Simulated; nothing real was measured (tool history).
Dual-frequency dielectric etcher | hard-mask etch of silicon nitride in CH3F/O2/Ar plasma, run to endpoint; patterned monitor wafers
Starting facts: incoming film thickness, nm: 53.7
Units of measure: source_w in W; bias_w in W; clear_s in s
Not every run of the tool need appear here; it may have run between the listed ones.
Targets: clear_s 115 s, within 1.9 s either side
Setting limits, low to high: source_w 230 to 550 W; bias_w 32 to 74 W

{"run": 1, "day": 0.0, "source_w": 390, "bias_w": 53, "clear_s": 88.906}
{"run": 2, "day": 0.329, "source_w": 360, "bias_w": 50, "clear_s": 92.9}
{"run": 3, "day": 0.7, "source_w": 330, "bias_w": 47, "clear_s": 99.84}
{"run": 4, "day": 1.008, "source_w": 330, "bias_w": 55, "clear_s": 93.619}
{"run": 5, "day": 1.071, "source_w": 330, "bias_w": 51, "clear_s": 96.469}
{"run": 6, "day": 1.212, "source_w": 330, "bias_w": 56, "clear_s": 93.125}
{"run": 7, "day": 1.479, "source_w": 310, "bias_w": 53, "clear_s": 98.113}
{"day": 1.683, "done": "bias power generator calibrated"}
{"run": 8, "day": 1.683, "source_w": 290, "bias_w": 52, "clear_s": 102.76}
{"run": 9, "day": 2.05, "source_w": 280, "bias_w": 51, "clear_s": 105.11}
{"run": 10, "day": 2.392, "source_w": 270, "bias_w": 51, "clear_s": 106.58}
{"run": 11, "day": 2.608, "source_w": 260, "bias_w": 51, "clear_s": 108.54}
{"run": 12, "day": 2.767, "source_w": 250, "bias_w": 51, "clear_s": 110.19}
{"run": 13, "day": 3.096, "source_w": 250, "bias_w": 51, "clear_s": 110.89}
{"run": 14, "day": 3.346, "source_w": 230, "bias_w": 48, "clear_s": 117.97}
{"run": 15, "day": 3.704, "source_w": 230, "bias_w": 48, "clear_s": 118.4}

4 candidate next runs follow, results not yet known. Just one meets every target within its allowed miss. Identify it.
{"run": "A", "day": 4.062, "source_w": 250, "bias_w": 43, "clear_s": "?"}
{"run": "B", "day": 4.062, "source_w": 250, "bias_w": 46, "clear_s": "?"}
{"run": "C", "day": 4.062, "source_w": 240, "bias_w": 43, "clear_s": "?"}
{"run": "D", "day": 4.062, "source_w": 270, "bias_w": 39, "clear_s": "?"}

move=A clear_s=119.38
move=B clear_s=116.11
move=C clear_s=121.76
move=D clear_s=119.72
A: the biggest miss grows against the last run
B: all results land within tolerance of their targets
C: the biggest miss grows against the last run
D: the biggest miss grows against the last run
Go with B: it meets all targets.
